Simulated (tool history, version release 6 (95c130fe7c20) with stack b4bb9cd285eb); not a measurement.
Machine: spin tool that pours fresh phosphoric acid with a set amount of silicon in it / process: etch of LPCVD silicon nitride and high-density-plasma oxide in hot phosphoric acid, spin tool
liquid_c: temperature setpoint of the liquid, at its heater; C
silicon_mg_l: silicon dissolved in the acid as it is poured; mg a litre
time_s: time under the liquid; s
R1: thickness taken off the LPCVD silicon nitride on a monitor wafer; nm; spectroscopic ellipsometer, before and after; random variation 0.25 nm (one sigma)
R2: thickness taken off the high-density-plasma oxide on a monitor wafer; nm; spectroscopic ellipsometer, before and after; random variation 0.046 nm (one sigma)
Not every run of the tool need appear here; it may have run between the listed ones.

{"run": 1, "day": 0.0, "liquid_c": 160, "silicon_mg_l": 18, "time_s": 180, "R1": 17.529, "R2": 0.68289}
{"run": 2, "day": 0.167, "liquid_c": 160.5, "silicon_mg_l": 18.5, "time_s": 190, "R1": 18.633, "R2": 0.67154}
{"run": 3, "day": 0.488, "liquid_c": 161, "silicon_mg_l": 17.5, "time_s": 200, "R1": 20.181, "R2": 0.78453}
{"run": 4, "day": 0.558, "liquid_c": 161.5, "silicon_mg_l": 17.5, "time_s": 205, "R1": 21.2, "R2": 0.81787}
{"run": 5, "day": 0.838, "liquid_c": 161.5, "silicon_mg_l": 24, "time_s": 205, "R1": 20.876, "R2": 0.73488}
{"run": 6, "day": 0.938, "liquid_c": 162.5, "silicon_mg_l": 24, "time_s": 205, "R1": 21.482, "R2": 0.69708}
{"run": 7, "day": 1.012, "liquid_c": 162.5, "silicon_mg_l": 22.5, "time_s": 210, "R1": 22.481, "R2": 0.79843}
{"run": 8, "day": 1.054, "liquid_c": 163, "silicon_mg_l": 22, "time_s": 215, "R1": 23.377, "R2": 0.90648}
{"run": 9, "day": 1.246, "liquid_c": 163, "silicon_mg_l": 22.5, "time_s": 220, "R1": 23.711, "R2": 0.89073}

Run 10 has not been measured yet. What should we expect?
{"run": 10, "day": 1.5, "liquid_c": 163, "silicon_mg_l": 22.5, "time_s": 225, "R1": "?", "R2": "?"}

Run 10 gave R1 24.832 nm, R2 0.90224 nm.
